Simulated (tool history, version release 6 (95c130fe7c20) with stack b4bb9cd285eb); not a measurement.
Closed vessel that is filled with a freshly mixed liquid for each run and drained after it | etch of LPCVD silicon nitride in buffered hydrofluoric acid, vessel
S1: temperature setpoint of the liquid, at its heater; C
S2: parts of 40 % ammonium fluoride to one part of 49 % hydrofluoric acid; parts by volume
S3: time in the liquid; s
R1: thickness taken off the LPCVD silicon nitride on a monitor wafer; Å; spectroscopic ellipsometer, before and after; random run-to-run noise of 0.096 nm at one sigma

run 1 hour=0.0 | S1=24.0 S2=14.5 S3=855 | R1=97.826
run 2 hour=8.7 | S1=25.0 S2=14.5 S3=855 | R1=102.940
run 3 hour=12.4 | S1=26.0 S2=14.5 S3=855 | R1=107.510
run 4 hour=21.1 | S1=24.0 S2=14.5 S3=855 | R1=97.659
run 5 hour=27.1 | S1=24.0 S2=14.5 S3=915 | R1=103.920
run 6 hour=34.9 | S1=24.5 S2=14.5 S3=915 | R1=106.280

Expected results for the next run?
run 7 hour=36.5 | S1=27.5 S2=14.5 S3=915 | R1=?

{"run 7": {"R1": 123.82}}
